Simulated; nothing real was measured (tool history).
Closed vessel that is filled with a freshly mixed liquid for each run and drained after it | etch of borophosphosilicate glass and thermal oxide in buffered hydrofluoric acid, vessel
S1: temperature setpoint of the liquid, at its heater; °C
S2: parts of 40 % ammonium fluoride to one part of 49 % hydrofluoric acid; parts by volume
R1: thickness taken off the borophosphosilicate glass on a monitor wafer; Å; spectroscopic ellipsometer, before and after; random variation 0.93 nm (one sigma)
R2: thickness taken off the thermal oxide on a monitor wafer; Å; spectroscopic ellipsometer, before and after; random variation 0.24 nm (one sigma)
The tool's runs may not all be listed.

run 1 hour=0 | S1=21 S2=13.5 time_in_the_liquid_(s)=60 | R1=863.07 R2=353.66
run 2 hour=5 | S1=21.5 S2=13.5 time_in_the_liquid_(s)=60 | R1=875.27 R2=363.23
run 3 hour=9.4 | S1=21.5 S2=17 time_in_the_liquid_(s)=60 | R1=704.74 R2=290.43
run 4 hour=18.3 | S1=22.5 S2=17 time_in_the_liquid_(s)=60 | R1=740.01 R2=310.09
run 5 hour=23.5 | S1=19.5 S2=17 time_in_the_liquid_(s)=60 | R1=630.96 R2=257.6
run 6 hour=30.6 | S1=19.5 S2=17 time_in_the_liquid_(s)=70 | R1=735.46 R2=301.03
run 7 hour=39.4 | S1=20.5 S2=17 time_in_the_liquid_(s)=70 | R1=779.18 R2=320.19
run 8 hour=44.3 | S1=20.5 S2=17 time_in_the_liquid_(s)=70 | R1=766.61 R2=318.87
run 9 hour=48.8 | S1=21.5 S2=17 time_in_the_liquid_(s)=70 | R1=819.66 R2=337.67

The next listed run, before its measurement:
run 10 hour=56.5 | S1=21.5 S2=17 time_in_the_liquid_(s)=70 | R1=? R2=?

Run 10 gave R1 809.43 Å, R2 343.18 Å.

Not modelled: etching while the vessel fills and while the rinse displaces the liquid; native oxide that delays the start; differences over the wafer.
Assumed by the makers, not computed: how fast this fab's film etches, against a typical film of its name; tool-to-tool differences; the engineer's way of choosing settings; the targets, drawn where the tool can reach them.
